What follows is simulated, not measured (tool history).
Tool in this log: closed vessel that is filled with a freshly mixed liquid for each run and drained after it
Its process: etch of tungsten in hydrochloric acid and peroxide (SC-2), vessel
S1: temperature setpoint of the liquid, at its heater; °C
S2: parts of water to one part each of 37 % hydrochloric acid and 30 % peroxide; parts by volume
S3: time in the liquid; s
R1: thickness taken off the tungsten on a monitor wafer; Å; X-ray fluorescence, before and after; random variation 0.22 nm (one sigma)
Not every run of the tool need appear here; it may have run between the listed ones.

| run | hour | S1 | S2 | S3 | R1 |
|---|---|---|---|---|---|
| 1 | 0 | 48 | 11 | 95 | 290.12 |
| 2 | 7.6 | 48.5 | 11 | 95 | 300.2 |
| 3 | 13.3 | 49 | 11 | 95 | 312.08 |
| 4 | 15 | 49.5 | 11 | 95 | 318.71 |
| 5 | 22.2 | 47 | 11 | 95 | 268.56 |
| 6 | 25.2 | 47.5 | 11 | 95 | 280.41 |

Run 7, settings as shown, results not yet in. Your forecast:
| 7 | 29.6 | 48 | 11 | 95 | ? |

Logged for run 7: R1 289.65 Å.
